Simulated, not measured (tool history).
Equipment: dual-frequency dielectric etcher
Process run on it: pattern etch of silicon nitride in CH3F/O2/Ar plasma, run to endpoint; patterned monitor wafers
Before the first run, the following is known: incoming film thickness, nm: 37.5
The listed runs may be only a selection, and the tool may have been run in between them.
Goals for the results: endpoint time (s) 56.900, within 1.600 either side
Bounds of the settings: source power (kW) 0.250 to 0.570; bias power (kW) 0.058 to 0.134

run    day  source power (kW)  bias power (kW)  endpoint time (s)
  1  0.000              0.410            0.096             46.703
  2  0.254              0.410            0.104             45.875
  3  0.417              0.460            0.104             44.081
  4  0.767              0.430            0.098             45.609
  5  1.075              0.400            0.098             47.328
  6  1.221              0.380            0.095             48.900
  7  1.342              0.380            0.095             48.526
  8  1.683              0.360            0.092             50.153
  9  1.983              0.340            0.090             51.524
 10  2.012              0.330            0.089             51.738
 11  2.146              0.320            0.087             53.739
 12  2.375              0.310            0.086             54.691

Of the 4 settings listed for the next run, only one would bring every result within its allowed miss of target. Which one?
  A  2.604              0.330            0.093                  ?
  B  2.604              0.330            0.091                  ?
  C  2.604              0.280            0.084                  ?
  D  2.604              0.320            0.098                  ?

move  endpoint time (s)
   A             52.157
   B             52.489
   C             57.571
   D             52.019
A: misses by more than the last run did
B: misses by more than the last run did
C: in spec on every target
D: misses by more than the last run did
Correct choice: C, which meets every target
